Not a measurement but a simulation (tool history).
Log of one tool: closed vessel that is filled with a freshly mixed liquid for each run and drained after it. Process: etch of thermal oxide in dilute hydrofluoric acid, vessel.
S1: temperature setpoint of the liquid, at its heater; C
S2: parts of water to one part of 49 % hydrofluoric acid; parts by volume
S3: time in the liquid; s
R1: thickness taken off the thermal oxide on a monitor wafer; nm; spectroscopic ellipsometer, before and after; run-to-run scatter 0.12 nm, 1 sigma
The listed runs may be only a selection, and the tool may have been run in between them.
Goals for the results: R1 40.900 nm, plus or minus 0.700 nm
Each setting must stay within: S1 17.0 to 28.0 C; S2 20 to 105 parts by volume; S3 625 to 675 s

run  hour    S1  S2   S3      R1
  1   0.0  20.0  55  625  44.414
  2   1.8  20.0  55  625  44.250
  3   4.3  20.0  70  625  34.156
  4   5.9  20.0  50  625  49.025
  5   7.5  20.0  50  675  52.809
  6  14.0  19.5  50  675  51.709
  7  17.4  19.0  50  675  50.862
  8  25.4  18.5  50  675  49.681
  9  27.2  18.0  50  675  48.673
 10  35.3  17.5  55  675  42.745
     40.1  -- thermometer replaced
 11  40.1  17.0  55  675  44.768

Which one of the following 5 next-run settings gets every result inside its allowed miss? There is exactly one.
  A  44.9  17.0  55  625   ?
  B  44.9  17.0  60  640   ?
  C  44.9  18.0  55  625   ?
  D  44.9  17.0  60  655   ?
  E  44.9  17.0  55  645   ?

move      R1
   A  40.899
   B  38.179
   C  42.703
   D  39.073
   E  42.208
A: in spec on every target
B: the result that was furthest off in the last run now lies on the other side of its target
C: gains on the last run, yet a result remains outside its allowed miss
D: the result that was furthest off in the last run now lies on the other side of its target
E: gains on the last run, yet a result remains outside its allowed miss
Correct choice: A, which meets every target
